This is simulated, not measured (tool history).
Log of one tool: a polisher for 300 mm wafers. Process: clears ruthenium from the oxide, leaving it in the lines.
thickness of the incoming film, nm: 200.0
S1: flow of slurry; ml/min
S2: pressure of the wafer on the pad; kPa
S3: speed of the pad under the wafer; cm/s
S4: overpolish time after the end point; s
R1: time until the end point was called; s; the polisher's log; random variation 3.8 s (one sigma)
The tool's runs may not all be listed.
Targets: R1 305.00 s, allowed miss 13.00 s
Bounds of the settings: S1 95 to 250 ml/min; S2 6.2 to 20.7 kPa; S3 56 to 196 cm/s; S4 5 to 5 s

| run | hour | S1 | S2 | S3 | S4 | R1 |
|---|---|---|---|---|---|---|
| 1 | 0.0 | 160 | 13.1 | 126 | 5 | 184.88 |
| 2 | 5.7 | 160 | 15.2 | 126 | 5 | 161.52 |
| 3 | 14.2 | 160 | 15.2 | 126 | 5 | 160.83 |
| 4 | 21.4 | 160 | 13.1 | 124 | 5 | 191.31 |
| 5 | 27.8 | 160 | 11.7 | 124 | 5 | 205.86 |
| 6 | 29.7 | 160 | 11.7 | 124 | 5 | 208.58 |
| 7 | 34.9 | 160 | 10.3 | 124 | 5 | 232.55 |
| 8 | 42.0 | 160 | 9.7 | 124 | 5 | 249.31 |
| 9 | 47.0 | 160 | 9.7 | 124 | 5 | 244.83 |
| 10 | 51.3 | 160 | 9.0 | 124 | 5 | 268.03 |
| 11 | 57.8 | 160 | 8.3 | 124 | 5 | 287.25 |

5 next moves are on the table. One of them brings every result within its allowed miss. Which?
| A | 64.3 | 155 | 9.0 | 118 | 5 | ? |
| B | 64.3 | 165 | 7.6 | 110 | 5 | ? |
| C | 64.3 | 175 | 7.6 | 120 | 5 | ? |
| D | 64.3 | 170 | 6.9 | 118 | 5 | ? |
| E | 64.3 | 160 | 11.0 | 100 | 5 | ? |

| move | R1 |
|---|---|
| A | 270.64 |
| B | 330.38 |
| C | 301.76 |
| D | 332.39 |
| E | 264.96 |
A: further off than the last run
B: takes the result that was furthest off past its target
C: meets every target
D: takes the result that was furthest off past its target
E: further off than the last run
Answer: C

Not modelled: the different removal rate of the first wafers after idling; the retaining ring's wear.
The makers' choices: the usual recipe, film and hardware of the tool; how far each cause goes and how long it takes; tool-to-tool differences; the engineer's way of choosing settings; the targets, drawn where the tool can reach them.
